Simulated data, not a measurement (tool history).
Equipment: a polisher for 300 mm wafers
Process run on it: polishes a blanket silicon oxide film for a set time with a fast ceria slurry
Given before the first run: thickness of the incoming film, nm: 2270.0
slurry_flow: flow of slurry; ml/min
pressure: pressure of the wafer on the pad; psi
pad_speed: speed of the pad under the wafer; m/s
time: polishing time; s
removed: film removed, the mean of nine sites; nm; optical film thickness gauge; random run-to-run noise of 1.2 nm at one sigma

{"run": 1, "hour": 0.0, "slurry_flow": 220, "pressure": 1.9, "pad_speed": 0.88, "time": 25, "removed": 254.39}
{"run": 2, "hour": 9.0, "slurry_flow": 220, "pressure": 1.9, "pad_speed": 1.08, "time": 25, "removed": 305.95}
{"run": 3, "hour": 9.7, "slurry_flow": 220, "pressure": 1.9, "pad_speed": 1.08, "time": 25, "removed": 309.78}
{"run": 4, "hour": 11.9, "slurry_flow": 220, "pressure": 1.9, "pad_speed": 1.08, "time": 22, "removed": 272.34}
{"run": 5, "hour": 18.2, "slurry_flow": 220, "pressure": 2.1, "pad_speed": 1.08, "time": 22, "removed": 295.06}
{"run": 6, "hour": 18.9, "slurry_flow": 215, "pressure": 1.8, "pad_speed": 1.0, "time": 22, "removed": 235.76}
{"run": 7, "hour": 20.8, "slurry_flow": 205, "pressure": 1.6, "pad_speed": 1.0, "time": 22, "removed": 210.52}
{"run": 8, "hour": 23.5, "slurry_flow": 195, "pressure": 1.5, "pad_speed": 1.0, "time": 22, "removed": 198.25}
{"run": 9, "hour": 28.3, "slurry_flow": 185, "pressure": 1.4, "pad_speed": 1.0, "time": 22, "removed": 183.23}
{"run": 10, "hour": 34.1, "slurry_flow": 175, "pressure": 1.3, "pad_speed": 1.0, "time": 22, "removed": 166.22}
{"run": 11, "hour": 42.3, "slurry_flow": 165, "pressure": 1.3, "pad_speed": 1.0, "time": 22, "removed": 165.82}
{"run": 12, "hour": 49.3, "slurry_flow": 160, "pressure": 1.3, "pad_speed": 1.0, "time": 22, "removed": 165.21}

Forecast run 13:
{"run": 13, "hour": 56.2, "slurry_flow": 160, "pressure": 1.3, "pad_speed": 1.0, "time": 22, "removed": "?"}

Run 13 measured removed 164.53 nm.

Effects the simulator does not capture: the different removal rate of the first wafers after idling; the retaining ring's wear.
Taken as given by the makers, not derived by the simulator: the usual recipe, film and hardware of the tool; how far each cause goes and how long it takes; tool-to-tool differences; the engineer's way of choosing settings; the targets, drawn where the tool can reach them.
